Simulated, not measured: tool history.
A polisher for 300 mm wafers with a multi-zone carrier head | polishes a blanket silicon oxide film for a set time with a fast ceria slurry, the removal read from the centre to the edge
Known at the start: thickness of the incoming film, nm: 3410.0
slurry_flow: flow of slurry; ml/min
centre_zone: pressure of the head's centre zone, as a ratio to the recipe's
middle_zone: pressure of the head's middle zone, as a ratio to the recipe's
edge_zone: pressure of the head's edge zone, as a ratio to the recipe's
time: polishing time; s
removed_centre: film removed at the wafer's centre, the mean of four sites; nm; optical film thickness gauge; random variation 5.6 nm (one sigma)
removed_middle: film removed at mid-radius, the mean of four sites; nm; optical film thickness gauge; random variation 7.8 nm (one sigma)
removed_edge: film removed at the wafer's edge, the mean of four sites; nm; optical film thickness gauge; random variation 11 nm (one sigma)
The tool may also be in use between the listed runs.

Run 1, hour 0: slurry_flow 155 ml/min, centre_zone 1, middle_zone 1, edge_zone 1, time 59 s. Result: removed_centre 628.05 nm, removed_middle 628.58 nm, removed_edge 619.16 nm.
Run 2, hour 0.7: slurry_flow 155 ml/min, centre_zone 1.08, middle_zone 1, edge_zone 1, time 59 s. Result: removed_centre 674.51 nm, removed_middle 631.43 nm, removed_edge 607.62 nm.
Run 3, hour 8.3: slurry_flow 185 ml/min, centre_zone 1.08, middle_zone 1, edge_zone 1, time 59 s. Result: removed_centre 698.49 nm, removed_middle 649.52 nm, removed_edge 623.29 nm.
Run 4, hour 16.2: slurry_flow 190 ml/min, centre_zone 1.03, middle_zone 0.99, edge_zone 1.05, time 63 s. Result: removed_centre 720.79 nm, removed_middle 694.18 nm, removed_edge 669.34 nm.
Run 5, hour 23.3: slurry_flow 190 ml/min, centre_zone 1.03, middle_zone 1.06, edge_zone 1.05, time 63 s. Result: removed_centre 720.09 nm, removed_middle 744.62 nm, removed_edge 677.43 nm.
Run 6, hour 26.7: slurry_flow 165 ml/min, centre_zone 1.03, middle_zone 1.06, edge_zone 1.05, time 63 s. Result: removed_centre 700.36 nm, removed_middle 715.78 nm, removed_edge 660.5 nm.
Run 7, hour 31.1: slurry_flow 165 ml/min, centre_zone 0.97, middle_zone 1.02, edge_zone 1.09, time 67 s. Result: removed_centre 701.27 nm, removed_middle 740.61 nm, removed_edge 741.72 nm.

Forecast run 8:
Run 8, hour 35.9: slurry_flow 165 ml/min, centre_zone 0.95, middle_zone 1, edge_zone 1.11, time 69 s. Result: removed_centre ?, removed_middle ?, removed_edge ?.

removed_centre: 716.53 nm
removed_middle: 750.77 nm
removed_edge: 757.74 nm

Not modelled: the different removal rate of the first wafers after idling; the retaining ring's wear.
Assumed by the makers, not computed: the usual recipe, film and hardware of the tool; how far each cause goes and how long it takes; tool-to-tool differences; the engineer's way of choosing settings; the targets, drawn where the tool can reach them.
